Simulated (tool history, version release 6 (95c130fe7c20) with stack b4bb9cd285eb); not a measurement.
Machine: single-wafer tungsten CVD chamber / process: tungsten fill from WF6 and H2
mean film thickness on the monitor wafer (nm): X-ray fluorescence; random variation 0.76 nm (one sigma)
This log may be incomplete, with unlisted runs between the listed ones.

run	hour	heater temperature setpoint (°C)	chamber pressure (Pa)	deposition time (s)	mean film thickness on the monitor wafer (nm)
1	0.0	385	6119	39.1	116.80
2	2.9	385	6119	40.4	119.86
3	7.2	388	6146	40.4	127.05
4	8.3	388	6146	40.4	127.15
5	9.3	390	6173	40.4	133.72
6	16.7	390	5240	40.4	121.49

Run 7, settings as shown, results not yet in. Your forecast:
7	22.1	393	5253	40.4	?

mean film thickness on the monitor wafer (nm): 126.96

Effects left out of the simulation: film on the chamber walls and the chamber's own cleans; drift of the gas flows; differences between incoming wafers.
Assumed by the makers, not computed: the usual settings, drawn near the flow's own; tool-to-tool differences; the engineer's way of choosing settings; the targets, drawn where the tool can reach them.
